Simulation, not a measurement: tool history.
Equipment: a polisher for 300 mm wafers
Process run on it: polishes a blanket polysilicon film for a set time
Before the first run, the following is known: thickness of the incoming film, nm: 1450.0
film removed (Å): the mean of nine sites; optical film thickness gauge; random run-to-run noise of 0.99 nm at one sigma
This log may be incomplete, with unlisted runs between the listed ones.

run,hour,flow of slurry (ml/min),pressure of the wafer on the pad (psi),speed of the pad under the wafer (cm/s),polishing time (s),film removed (Å)
1,0.0,260,3.2,78,37,2697.2
2,5.8,260,3.2,78,32,2328.4
3,12.8,260,3.0,78,32,2226.6
4,15.2,260,2.9,78,32,2143.0
# hour 23.7: head pressure recalibrated
5,23.7,260,2.9,78,37,2265.6
6,24.3,260,2.8,78,37,2204.9

Predict the results of run 7:
7,26.2,260,2.8,78,37,?

{"run 7": {"film removed (Å)": 2199.6}}

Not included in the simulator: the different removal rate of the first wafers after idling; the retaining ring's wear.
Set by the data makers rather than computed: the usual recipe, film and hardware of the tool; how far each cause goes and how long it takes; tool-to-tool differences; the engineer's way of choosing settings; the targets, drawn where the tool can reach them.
